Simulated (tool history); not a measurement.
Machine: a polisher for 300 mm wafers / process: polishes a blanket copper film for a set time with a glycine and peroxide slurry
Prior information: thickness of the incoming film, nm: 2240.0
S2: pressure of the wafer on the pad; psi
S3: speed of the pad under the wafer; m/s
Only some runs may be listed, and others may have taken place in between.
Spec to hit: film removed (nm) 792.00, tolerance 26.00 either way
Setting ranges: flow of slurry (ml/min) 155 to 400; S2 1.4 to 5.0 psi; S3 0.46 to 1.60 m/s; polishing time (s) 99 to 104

run 1 day=0.000 | flow_of_slurry_(ml/min)=255 S2=3.2 S3=1.02 polishing_time_(s)=99 | film_removed_(nm)=511.94
run 2 day=0.162 | flow_of_slurry_(ml/min)=255 S2=3.4 S3=1.02 polishing_time_(s)=99 | film_removed_(nm)=529.95
run 3 day=0.192 | flow_of_slurry_(ml/min)=295 S2=3.4 S3=1.02 polishing_time_(s)=99 | film_removed_(nm)=549.93
run 4 day=0.238 | flow_of_slurry_(ml/min)=300 S2=3.6 S3=1.02 polishing_time_(s)=99 | film_removed_(nm)=573.01
run 5 day=0.600 | flow_of_slurry_(ml/min)=300 S2=3.8 S3=1.02 polishing_time_(s)=99 | film_removed_(nm)=589.70
run 6 day=0.721 | flow_of_slurry_(ml/min)=300 S2=4.5 S3=1.02 polishing_time_(s)=99 | film_removed_(nm)=687.35
run 7 day=0.858 | flow_of_slurry_(ml/min)=300 S2=4.6 S3=1.02 polishing_time_(s)=99 | film_removed_(nm)=713.07
run 8 day=1.067 | flow_of_slurry_(ml/min)=300 S2=4.7 S3=1.02 polishing_time_(s)=99 | film_removed_(nm)=726.42
run 9 day=1.408 | flow_of_slurry_(ml/min)=305 S2=4.9 S3=1.04 polishing_time_(s)=99 | film_removed_(nm)=764.83

Next run, 4 choices. One meets every target within its allowed miss, the rest don't. Which?
run A day=1.750 | flow_of_slurry_(ml/min)=325 S2=5.0 S3=0.92 polishing_time_(s)=100 | film_removed_(nm)=?
run B day=1.750 | flow_of_slurry_(ml/min)=280 S2=4.7 S3=0.98 polishing_time_(s)=104 | film_removed_(nm)=?
run C day=1.750 | flow_of_slurry_(ml/min)=280 S2=4.7 S3=0.98 polishing_time_(s)=99 | film_removed_(nm)=?
run D day=1.750 | flow_of_slurry_(ml/min)=370 S2=5.0 S3=1.00 polishing_time_(s)=102 | film_removed_(nm)=?

move=A film_removed_(nm)=696.14
move=B film_removed_(nm)=717.92
move=C film_removed_(nm)=683.40
move=D film_removed_(nm)=770.84
A: the biggest miss grows against the last run
B: the biggest miss grows against the last run
C: the biggest miss grows against the last run
D: hits every target within its allowed miss
D is the move that brings every result within its allowed miss.
